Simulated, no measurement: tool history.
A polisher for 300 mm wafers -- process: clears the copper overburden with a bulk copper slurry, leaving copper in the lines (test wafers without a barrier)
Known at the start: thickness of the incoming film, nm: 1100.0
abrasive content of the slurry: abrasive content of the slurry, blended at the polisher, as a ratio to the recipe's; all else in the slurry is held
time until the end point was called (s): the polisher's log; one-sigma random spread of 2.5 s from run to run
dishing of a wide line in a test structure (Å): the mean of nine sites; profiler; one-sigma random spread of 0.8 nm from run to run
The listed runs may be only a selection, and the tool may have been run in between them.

run,hour,flow of slurry (ml/min),pressure of the wafer on the pad (kPa),speed of the pad under the wafer (cm/s),abrasive content of the slurry,overpolish time after the end point (s),time until the end point was called (s),dishing of a wide line in a test structure (Å)
1,0.0,285,13.8,132,1.0,16,101.72,719.82
2,6.7,285,12.4,132,1.0,14,113.96,660.96
3,7.8,285,12.4,132,1.0,7,117.12,404.80
4,10.9,285,9.0,132,1.0,7,161.19,317.51
5,14.5,240,9.0,132,1.0,7,161.39,311.67
6,15.3,240,9.0,132,1.0,8,158.67,337.62
7,23.8,240,10.3,132,1.0,12,140.51,490.70
8,27.6,240,10.3,132,1.0,11,138.60,482.58
9,32.6,240,10.3,132,1.0,11,140.00,478.37
10,38.0,250,10.3,132,1.0,11,138.26,493.26
11,42.4,255,10.3,132,1.0,11,138.53,505.58
12,45.2,240,9.0,136,1.0,5,157.38,240.17
13,52.8,250,9.7,132,1.0,5,145.79,247.25
14,60.8,260,9.7,134,1.0,6,146.99,295.34
15,65.1,260,9.7,132,1.0,7,146.03,322.16

Expected results for the next run?
16,69.6,260,9.7,130,1.0,7,?,?

Run 16 produced time until the end point was called (s) 153.74, dishing of a wide line in a test structure (Å) 319.19.
